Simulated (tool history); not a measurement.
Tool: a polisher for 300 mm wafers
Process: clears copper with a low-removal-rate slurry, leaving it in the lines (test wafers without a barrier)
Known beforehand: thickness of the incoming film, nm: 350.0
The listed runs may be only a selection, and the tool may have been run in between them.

run  hour  flow of slurry (ml/min)  pressure of the wafer on the pad (kPa)  speed of the pad under the wafer (m/s)  abrasive content of the slurry  overpolish time after the end point (s)  time until the end point was called (s)  dishing of a wide line in a test structure (Å)
  1   0.0                      145                                    22.1                                    1.08                            1.00                                       11                                   110.61                                          194.98
  2   1.5                      110                                    22.1                                    1.08                            1.00                                       11                                   114.79                                          189.07
  3   3.9                      110                                    22.8                                    1.08                            1.00                                       10                                   114.61                                          186.08
  4  12.7                      120                                    22.8                                    1.10                            1.00                                        9                                   111.17                                          172.20
  5  15.4                      120                                    22.8                                    1.00                            1.00                                        9                                   121.40                                          157.72
  6  19.7                      120                                    22.8                                    1.00                            1.15                                        9                                   117.76                                          164.63
  7  23.9                      125                                    23.4                                    1.00                            1.15                                        8                                   115.00                                          154.72

Predict the results of run 8:
  8  25.8                      130                                    24.1                                    1.00                            1.15                                        8                                        ?                                               ?

Run 8 yielded time until the end point was called (s) 108.59, dishing of a wide line in a test structure (Å) 158.62.
